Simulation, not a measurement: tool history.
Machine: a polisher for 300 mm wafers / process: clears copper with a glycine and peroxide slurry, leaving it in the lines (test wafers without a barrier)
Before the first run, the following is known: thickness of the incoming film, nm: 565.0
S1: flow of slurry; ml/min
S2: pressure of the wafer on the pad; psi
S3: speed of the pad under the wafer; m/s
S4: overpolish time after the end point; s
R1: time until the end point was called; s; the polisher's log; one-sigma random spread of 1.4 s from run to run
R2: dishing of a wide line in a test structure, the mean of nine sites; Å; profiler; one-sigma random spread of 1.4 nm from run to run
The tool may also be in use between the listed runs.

run,hour,S1,S2,S3,S4,R1,R2
1,0.0,295,3.0,0.80,10,101.52,421.79
2,6.5,295,3.0,0.68,10,111.02,392.36
3,8.7,295,2.6,0.68,10,116.43,356.80
4,11.3,295,3.0,0.70,10,108.77,389.60
5,15.3,295,3.0,0.60,10,116.59,366.06
6,20.7,225,3.0,0.60,10,122.70,352.48
7,24.0,225,3.0,0.60,10,123.32,351.48

Predict the results of run 8:
8,25.6,230,3.4,0.62,11,?,?

R1: 112.91 s
R2: 416.19 Å
